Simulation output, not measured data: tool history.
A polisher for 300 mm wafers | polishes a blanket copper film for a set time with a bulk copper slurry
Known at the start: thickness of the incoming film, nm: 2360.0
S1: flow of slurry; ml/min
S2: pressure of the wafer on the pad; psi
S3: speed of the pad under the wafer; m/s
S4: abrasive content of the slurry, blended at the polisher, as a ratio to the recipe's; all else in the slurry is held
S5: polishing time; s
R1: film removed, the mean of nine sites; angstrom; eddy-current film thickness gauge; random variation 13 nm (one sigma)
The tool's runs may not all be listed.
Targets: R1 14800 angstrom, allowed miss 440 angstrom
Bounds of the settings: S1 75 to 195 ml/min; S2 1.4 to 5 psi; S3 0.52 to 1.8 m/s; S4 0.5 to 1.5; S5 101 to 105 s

run 1 day=0 | S1=125 S2=3.2 S3=1.16 S4=1 S5=101 | R1=10057
run 2 day=0.371 | S1=105 S2=3.2 S3=1.16 S4=1 S5=101 | R1=9550.5
run 3 day=0.412 | S1=115 S2=3.3 S3=1.16 S4=1 S5=101 | R1=10003
run 4 day=0.5 | S1=135 S2=3.3 S3=1.16 S4=1 S5=101 | R1=10318
run 5 day=0.829 | S1=135 S2=3.3 S3=1.16 S4=1.1 S5=101 | R1=10423
run 6 day=1.192 | S1=135 S2=3.3 S3=1.44 S4=1.1 S5=101 | R1=13066
run 7 day=1.392 | S1=140 S2=3.3 S3=1.44 S4=1.1 S5=101 | R1=12898
run 8 day=1.546 | S1=140 S2=3.4 S3=1.44 S4=1.1 S5=101 | R1=13435
run 9 day=1.725 | S1=145 S2=3.4 S3=1.44 S4=1.1 S5=101 | R1=13422

4 next moves are on the table. One of them brings every result within its allowed miss. Which?
run A day=1.904 | S1=135 S2=3.5 S3=1.52 S4=1.15 S5=103 | R1=?
run B day=1.904 | S1=140 S2=3.1 S3=1.38 S4=1.15 S5=101 | R1=?
run C day=1.904 | S1=145 S2=4.1 S3=1.1 S4=0.8 S5=102 | R1=?
run D day=1.904 | S1=170 S2=3.8 S3=1.08 S4=1.3 S5=105 | R1=?

move=A R1=14909
move=B R1=11899
move=C R1=12064
move=D R1=12492
A: meets every target
B: further off than the last run
C: further off than the last run
D: further off than the last run
Answer: A

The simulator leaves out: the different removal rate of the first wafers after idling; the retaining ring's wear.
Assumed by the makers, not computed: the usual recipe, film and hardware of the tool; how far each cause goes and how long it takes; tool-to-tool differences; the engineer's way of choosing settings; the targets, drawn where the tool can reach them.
